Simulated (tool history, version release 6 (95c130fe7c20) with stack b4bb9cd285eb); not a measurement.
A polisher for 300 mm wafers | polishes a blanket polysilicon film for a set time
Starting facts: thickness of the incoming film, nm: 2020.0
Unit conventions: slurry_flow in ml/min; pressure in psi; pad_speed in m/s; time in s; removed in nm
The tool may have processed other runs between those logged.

run 1 hour=0 | slurry_flow=195 pressure=2.7 pad_speed=0.92 time=20 | removed=144.24
run 2 hour=4.8 | slurry_flow=195 pressure=2.5 pad_speed=0.92 time=20 | removed=135.97
run 3 hour=8.8 | slurry_flow=195 pressure=2.5 pad_speed=1.1 time=20 | removed=161.54
run 4 hour=12 | slurry_flow=240 pressure=2.5 pad_speed=1.1 time=20 | removed=166.55
run 5 hour=16.9 | slurry_flow=240 pressure=2.7 pad_speed=1.1 time=20 | removed=174.65
run 6 hour=25 | slurry_flow=240 pressure=3.3 pad_speed=1.1 time=20 | removed=197.58

Run 7 has not been measured yet. What should we expect?
run 7 hour=28.7 | slurry_flow=235 pressure=2.6 pad_speed=0.84 time=19 | removed=?

Run 7 came out at removed 124.31 nm.
